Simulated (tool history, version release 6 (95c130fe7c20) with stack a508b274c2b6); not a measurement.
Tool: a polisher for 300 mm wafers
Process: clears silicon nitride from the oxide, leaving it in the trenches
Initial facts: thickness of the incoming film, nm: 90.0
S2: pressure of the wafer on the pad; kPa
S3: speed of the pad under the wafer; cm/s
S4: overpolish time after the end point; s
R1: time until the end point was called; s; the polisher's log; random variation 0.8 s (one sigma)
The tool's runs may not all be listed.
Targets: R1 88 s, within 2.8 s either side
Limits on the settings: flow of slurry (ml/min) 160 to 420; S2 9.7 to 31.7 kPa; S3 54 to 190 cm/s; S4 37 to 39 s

run 1 hour=0 | flow_of_slurry_(ml/min)=270 S2=20.7 S3=122 S4=37 | R1=68.915
run 2 hour=2.7 | flow_of_slurry_(ml/min)=270 S2=20.7 S3=144 S4=37 | R1=58.968
run 3 hour=5 | flow_of_slurry_(ml/min)=270 S2=20.7 S3=154 S4=37 | R1=54.42
run 4 hour=10.2 | flow_of_slurry_(ml/min)=270 S2=17.9 S3=154 S4=37 | R1=61.949
run 5 hour=13.1 | flow_of_slurry_(ml/min)=270 S2=20 S3=154 S4=37 | R1=57.233
run 6 hour=15.7 | flow_of_slurry_(ml/min)=270 S2=17.2 S3=154 S4=37 | R1=63.714
run 7 hour=17.6 | flow_of_slurry_(ml/min)=270 S2=17.2 S3=154 S4=37 | R1=62.959
run 8 hour=20.9 | flow_of_slurry_(ml/min)=270 S2=15.2 S3=152 S4=37 | R1=71.467
run 9 hour=25.6 | flow_of_slurry_(ml/min)=270 S2=13.8 S3=152 S4=37 | R1=77.655
run 10 hour=29.3 | flow_of_slurry_(ml/min)=270 S2=13.1 S3=152 S4=37 | R1=80.413
run 11 hour=30.9 | flow_of_slurry_(ml/min)=270 S2=12.4 S3=152 S4=37 | R1=83.245

Which of these 4 next moves meets every target?
run A hour=32.5 | flow_of_slurry_(ml/min)=240 S2=13.1 S3=164 S4=37 | R1=?
run B hour=32.5 | flow_of_slurry_(ml/min)=195 S2=15.9 S3=136 S4=38 | R1=?
run C hour=32.5 | flow_of_slurry_(ml/min)=315 S2=13.1 S3=144 S4=38 | R1=?
run D hour=32.5 | flow_of_slurry_(ml/min)=225 S2=11.7 S3=152 S4=37 | R1=?

move=A R1=75.537
move=B R1=80.842
move=C R1=83.261
move=D R1=88.971
A: the biggest miss grows against the last run
B: the biggest miss grows against the last run
C: as far off as the last run
D: every result lands within tolerance
D meets every target.
